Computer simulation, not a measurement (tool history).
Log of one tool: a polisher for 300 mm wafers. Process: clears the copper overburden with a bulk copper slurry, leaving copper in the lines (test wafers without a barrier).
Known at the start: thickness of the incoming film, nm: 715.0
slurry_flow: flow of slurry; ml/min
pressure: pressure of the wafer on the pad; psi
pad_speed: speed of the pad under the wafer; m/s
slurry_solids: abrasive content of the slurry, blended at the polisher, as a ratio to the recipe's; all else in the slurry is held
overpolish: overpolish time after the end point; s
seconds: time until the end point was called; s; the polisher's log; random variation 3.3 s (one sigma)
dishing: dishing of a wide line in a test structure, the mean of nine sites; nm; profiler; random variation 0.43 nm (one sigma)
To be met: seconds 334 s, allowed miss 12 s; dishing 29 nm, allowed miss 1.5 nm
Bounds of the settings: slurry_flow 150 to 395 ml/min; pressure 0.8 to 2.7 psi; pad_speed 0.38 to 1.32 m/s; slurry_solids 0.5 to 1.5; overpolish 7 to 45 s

run 1 hour=0 | slurry_flow=250 pressure=1.7 pad_speed=0.84 slurry_solids=1 overpolish=23 | seconds=180.21 dishing=49.76
run 2 hour=2.1 | slurry_flow=250 pressure=1.6 pad_speed=0.84 slurry_solids=1 overpolish=23 | seconds=193.7 dishing=48.476
run 3 hour=3 | slurry_flow=250 pressure=1.5 pad_speed=0.84 slurry_solids=1 overpolish=22 | seconds=205.29 dishing=45.156
run 4 hour=4.8 | slurry_flow=250 pressure=1.5 pad_speed=0.84 slurry_solids=1 overpolish=27 | seconds=203.68 dishing=49.87
run 5 hour=11.7 | slurry_flow=250 pressure=1.5 pad_speed=0.84 slurry_solids=1 overpolish=34 | seconds=206.22 dishing=57.232
run 6 hour=20.3 | slurry_flow=250 pressure=1.3 pad_speed=0.84 slurry_solids=1 overpolish=34 | seconds=234.51 dishing=50.837
run 7 hour=29.1 | slurry_flow=250 pressure=1.2 pad_speed=0.84 slurry_solids=1 overpolish=32 | seconds=255.19 dishing=46.862
run 8 hour=35.8 | slurry_flow=250 pressure=1.2 pad_speed=0.84 slurry_solids=1 overpolish=30 | seconds=253.01 dishing=45.858
run 9 hour=40 | slurry_flow=250 pressure=1.2 pad_speed=0.84 slurry_solids=1 overpolish=28 | seconds=251.99 dishing=44.421
run 10 hour=41.3 | slurry_flow=250 pressure=1.2 pad_speed=0.84 slurry_solids=1 overpolish=26 | seconds=249.81 dishing=40.942
run 11 hour=47 | slurry_flow=250 pressure=1.1 pad_speed=0.84 slurry_solids=1 overpolish=25 | seconds=276.39 dishing=38.526
run 12 hour=48.7 | slurry_flow=250 pressure=1.1 pad_speed=0.84 slurry_solids=1 overpolish=24 | seconds=272.35 dishing=37.351
run 13 hour=51.6 | slurry_flow=250 pressure=1.1 pad_speed=0.84 slurry_solids=1 overpolish=23 | seconds=274.65 dishing=35.141
run 14 hour=56.2 | slurry_flow=250 pressure=1.1 pad_speed=0.84 slurry_solids=1 overpolish=23 | seconds=282.62 dishing=35.016
run 15 hour=63.1 | slurry_flow=250 pressure=1 pad_speed=0.84 slurry_solids=1 overpolish=22 | seconds=303.56 dishing=31.211

Which of these 4 next moves meets every target?
run A hour=70 | slurry_flow=260 pressure=0.9 pad_speed=0.96 slurry_solids=0.75 overpolish=20 | seconds=? dishing=?
run B hour=70 | slurry_flow=270 pressure=0.9 pad_speed=0.92 slurry_solids=0.95 overpolish=17 | seconds=? dishing=?
run C hour=70 | slurry_flow=245 pressure=0.9 pad_speed=0.92 slurry_solids=1 overpolish=17 | seconds=? dishing=?
run D hour=70 | slurry_flow=230 pressure=1.2 pad_speed=0.6 slurry_solids=1.05 overpolish=21 | seconds=? dishing=?

move=A seconds=314.63 dishing=29.129
move=B seconds=311.34 dishing=25.936
move=C seconds=311.38 dishing=25.933
move=D seconds=338.18 dishing=29.508
A: nearer than the last run, and not there yet
B: nearer than the last run, and not there yet
C: nearer than the last run, and not there yet
D: meets every target
The right move is D.

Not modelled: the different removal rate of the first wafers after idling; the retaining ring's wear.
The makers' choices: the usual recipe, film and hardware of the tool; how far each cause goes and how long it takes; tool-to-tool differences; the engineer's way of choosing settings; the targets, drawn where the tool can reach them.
